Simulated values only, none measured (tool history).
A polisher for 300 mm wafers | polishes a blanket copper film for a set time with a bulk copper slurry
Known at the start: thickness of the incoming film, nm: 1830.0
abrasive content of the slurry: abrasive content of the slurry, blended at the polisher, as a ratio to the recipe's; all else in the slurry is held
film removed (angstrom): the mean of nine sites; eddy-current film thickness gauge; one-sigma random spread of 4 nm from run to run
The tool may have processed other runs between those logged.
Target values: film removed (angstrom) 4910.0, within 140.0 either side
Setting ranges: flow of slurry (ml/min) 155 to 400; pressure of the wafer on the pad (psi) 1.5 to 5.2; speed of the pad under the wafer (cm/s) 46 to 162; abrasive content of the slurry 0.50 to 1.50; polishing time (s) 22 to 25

run	hour	flow of slurry (ml/min)	pressure of the wafer on the pad (psi)	speed of the pad under the wafer (cm/s)	abrasive content of the slurry	polishing time (s)	film removed (angstrom)
1	0.0	255	3.3	104	1.00	25	3114.7
2	7.0	255	3.5	104	1.00	25	3290.9
3	11.8	255	3.5	104	1.10	25	3374.2
4	14.7	255	3.7	104	1.10	25	3539.0
5	23.0	305	3.7	104	1.10	25	3647.4
6	28.1	305	3.8	104	1.10	25	3751.3
7	33.4	305	3.9	104	1.10	25	3823.5
8	37.0	305	4.0	104	1.10	25	3874.8
9	45.5	305	4.1	104	1.10	25	3933.2
10	47.0	310	4.2	104	1.10	25	4080.9
11	50.7	310	4.3	104	1.10	25	4278.5
12	57.5	310	4.4	104	1.10	25	4282.3
13	63.6	310	4.5	104	1.10	25	4358.1
14	69.9	315	4.6	104	1.10	25	4438.5
15	70.6	320	4.7	104	1.10	25	4567.7
16	74.1	325	4.7	104	1.10	25	4664.3
17	76.3	330	4.7	104	1.10	25	4622.6
18	79.7	335	4.8	104	1.10	25	4713.4

Consider the 5 candidate settings below. Which is the only one whose results all fall within their allowed miss of target?
A	83.1	235	4.7	128	1.30	23	?
B	83.1	280	4.4	114	1.15	25	?
C	83.1	350	5.2	88	1.20	25	?
D	83.1	360	5.1	110	1.10	22	?
E	83.1	355	4.9	112	1.05	22	?

move	film removed (angstrom)
A	4981.5
B	4634.9
C	4702.7
D	4654.2
E	4483.4
A: all results in spec
B: its largest miss is bigger than the last run's
C: its largest miss is bigger than the last run's
D: its largest miss is bigger than the last run's
E: its largest miss is bigger than the last run's
A is the move that brings every result within its allowed miss.

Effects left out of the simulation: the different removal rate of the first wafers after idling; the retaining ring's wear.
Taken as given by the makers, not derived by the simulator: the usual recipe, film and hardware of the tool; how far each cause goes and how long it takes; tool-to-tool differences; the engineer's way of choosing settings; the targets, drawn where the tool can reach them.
